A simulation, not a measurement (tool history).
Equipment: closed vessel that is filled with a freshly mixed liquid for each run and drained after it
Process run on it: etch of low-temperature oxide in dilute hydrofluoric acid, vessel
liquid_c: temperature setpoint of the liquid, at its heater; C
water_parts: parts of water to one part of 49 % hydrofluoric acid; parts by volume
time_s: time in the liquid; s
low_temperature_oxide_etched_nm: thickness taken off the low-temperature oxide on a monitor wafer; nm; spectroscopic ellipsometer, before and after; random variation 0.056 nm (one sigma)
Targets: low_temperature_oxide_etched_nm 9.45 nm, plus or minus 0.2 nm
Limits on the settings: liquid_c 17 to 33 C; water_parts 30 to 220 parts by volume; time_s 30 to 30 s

run,hour,liquid_c,water_parts,time_s,low_temperature_oxide_etched_nm
1,0,25,125,30,5.7378
2,4.6,26,120,30,6.234
3,11.1,26,100,30,7.6985
4,16.4,26,100,30,7.7794
5,21.7,26,65,30,12.419
6,28.1,26,95,30,8.2291
# hour 32.2: thermometer replaced
7,32.2,26.5,95,30,8.9444
8,37.2,27,95,30,8.9878

5 candidate next runs follow, results not yet known. Just one meets every target within its allowed miss. Identify it.
A,42.2,24,80,30,?
B,42.2,26.5,85,30,?
C,42.2,27.5,90,30,?
D,42.2,26,85,30,?
E,42.2,29.5,100,30,?

move,low_temperature_oxide_etched_nm
A,9.7547
B,10.073
C,9.8249
D,9.8772
E,9.4136
A: the result that was furthest off in the last run now lies on the other side of its target
B: the result that was furthest off in the last run now lies on the other side of its target
C: the result that was furthest off in the last run now lies on the other side of its target
D: the result that was furthest off in the last run now lies on the other side of its target
E: each result inside its tolerance
Go with E: it meets all targets.
